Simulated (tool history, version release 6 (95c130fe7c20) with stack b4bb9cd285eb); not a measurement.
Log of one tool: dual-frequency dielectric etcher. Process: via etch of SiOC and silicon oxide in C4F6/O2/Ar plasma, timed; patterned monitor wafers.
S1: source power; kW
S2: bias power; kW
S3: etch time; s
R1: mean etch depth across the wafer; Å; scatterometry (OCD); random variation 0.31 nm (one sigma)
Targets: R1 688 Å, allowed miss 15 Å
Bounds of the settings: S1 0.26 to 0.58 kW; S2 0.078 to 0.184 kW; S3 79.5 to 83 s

run	hour	S1	S2	S3	R1
1	0	0.42	0.131	79.5	872.52
2	1	0.42	0.107	79.5	796.48
3	6	0.42	0.107	83	833.63
4	9.9	0.45	0.107	83	863.15
5	13.9	0.45	0.085	83	777.17
6	15.6	0.44	0.084	83	763.63
7	17	0.43	0.083	83	747.54
8	25.8	0.42	0.083	83	744.53
# hour 34.3: bias power generator calibrated
9	34.3	0.41	0.083	83	735.66

4 next moves are on the table. One of them brings every result within its allowed miss. Which?
A	42.8	0.36	0.078	79.5	?
B	42.8	0.41	0.086	82	?
C	42.8	0.37	0.081	79.5	?
D	42.8	0.38	0.078	83	?

move	R1
A	642.7
B	730.58
C	661.15
D	686.34
A: takes the result that was furthest off past its target
B: nearer than the last run, and not there yet
C: takes the result that was furthest off past its target
D: meets every target
Answer: D

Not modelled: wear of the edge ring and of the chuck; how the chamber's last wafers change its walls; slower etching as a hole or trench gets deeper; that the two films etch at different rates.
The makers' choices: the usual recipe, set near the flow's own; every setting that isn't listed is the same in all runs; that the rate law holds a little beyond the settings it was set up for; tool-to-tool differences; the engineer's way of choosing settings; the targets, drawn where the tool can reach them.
